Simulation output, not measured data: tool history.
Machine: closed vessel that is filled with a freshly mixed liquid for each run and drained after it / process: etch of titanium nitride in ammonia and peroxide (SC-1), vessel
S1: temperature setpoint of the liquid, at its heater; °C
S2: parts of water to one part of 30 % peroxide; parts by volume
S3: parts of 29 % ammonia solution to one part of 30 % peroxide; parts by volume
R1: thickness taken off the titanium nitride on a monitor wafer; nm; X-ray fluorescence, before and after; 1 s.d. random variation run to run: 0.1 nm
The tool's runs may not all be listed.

{"run": 1, "hour": 0.0, "S1": 50.0, "S2": 13.0, "S3": 0.85, "time in the liquid (s)": 100, "R1": 8.6511}
{"run": 2, "hour": 1.5, "S1": 50.0, "S2": 13.0, "S3": 1.1, "time in the liquid (s)": 100, "R1": 8.9677}
{"run": 3, "hour": 3.1, "S1": 54.0, "S2": 13.0, "S3": 1.1, "time in the liquid (s)": 100, "R1": 11.878}
{"run": 4, "hour": 11.9, "S1": 54.0, "S2": 13.0, "S3": 1.1, "time in the liquid (s)": 100, "R1": 11.71}
{"run": 5, "hour": 13.7, "S1": 57.0, "S2": 13.0, "S3": 1.1, "time in the liquid (s)": 100, "R1": 14.415}
{"run": 6, "hour": 19.6, "S1": 57.0, "S2": 13.0, "S3": 1.1, "time in the liquid (s)": 100, "R1": 14.406}
{"run": 7, "hour": 23.3, "S1": 59.5, "S2": 13.0, "S3": 1.1, "time in the liquid (s)": 100, "R1": 17.067}
{"run": 8, "hour": 32.6, "S1": 61.0, "S2": 13.0, "S3": 1.1, "time in the liquid (s)": 100, "R1": 18.854}

Forecast run 9:
{"run": 9, "hour": 34.6, "S1": 62.0, "S2": 13.0, "S3": 1.1, "time in the liquid (s)": 100, "R1": "?"}

Logged for run 9: R1 20.1790 nm.

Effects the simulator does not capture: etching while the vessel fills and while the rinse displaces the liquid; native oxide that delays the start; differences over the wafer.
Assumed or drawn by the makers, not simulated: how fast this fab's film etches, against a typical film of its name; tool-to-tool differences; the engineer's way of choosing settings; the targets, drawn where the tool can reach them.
